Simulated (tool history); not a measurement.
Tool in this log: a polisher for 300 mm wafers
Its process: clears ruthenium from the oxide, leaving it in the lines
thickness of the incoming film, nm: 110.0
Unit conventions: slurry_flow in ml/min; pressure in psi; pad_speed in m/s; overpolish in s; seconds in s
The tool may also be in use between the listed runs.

run,hour,slurry_flow,pressure,pad_speed,overpolish,seconds
1,0.0,290,2.3,1.24,20,75.246
2,7.2,290,2.5,1.26,20,69.458
3,15.9,290,2.7,1.28,20,63.142
4,18.2,290,2.8,1.30,20,59.042
5,24.1,290,2.9,1.30,20,58.505
6,27.0,290,3.0,1.30,20,55.975
7,32.1,290,3.1,1.30,20,54.486

What does the tool deliver on the next run?
8,35.1,290,3.2,1.30,20,?

Run 8 measured seconds 52.057 s.
